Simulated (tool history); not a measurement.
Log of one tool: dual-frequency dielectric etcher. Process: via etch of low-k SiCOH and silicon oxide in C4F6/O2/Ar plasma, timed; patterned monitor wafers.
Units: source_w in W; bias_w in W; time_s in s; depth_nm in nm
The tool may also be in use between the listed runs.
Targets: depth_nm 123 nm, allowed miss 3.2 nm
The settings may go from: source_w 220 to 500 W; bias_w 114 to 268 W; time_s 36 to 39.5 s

run,hour,source_w,bias_w,time_s,depth_nm
1,0,360,191,39.5,107.05
2,0.6,390,196,39.5,111.47
3,9.1,390,214,39.5,114.29
4,15.7,390,214,36,104.76
5,16.9,410,220,37,110.74
6,23.9,410,186,37,104.46
7,25.5,480,224,39.5,126.44
8,27.3,480,223,39.5,127.56
9,31.8,480,223,39.5,126.21

5 next moves are on the table. One of them brings every result within its allowed miss. Which?
A,36.3,460,219,39.5,?
B,36.3,460,243,39.5,?
C,36.3,460,242,36,?
D,36.3,500,229,39.5,?
E,36.3,500,245,38.5,?

move,depth_nm
A,123.83
B,128.17
C,116.65
D,130.2
E,129.77
A: meets every target
B: further off than the last run
C: takes the result that was furthest off past its target
D: further off than the last run
E: further off than the last run
Answer: A
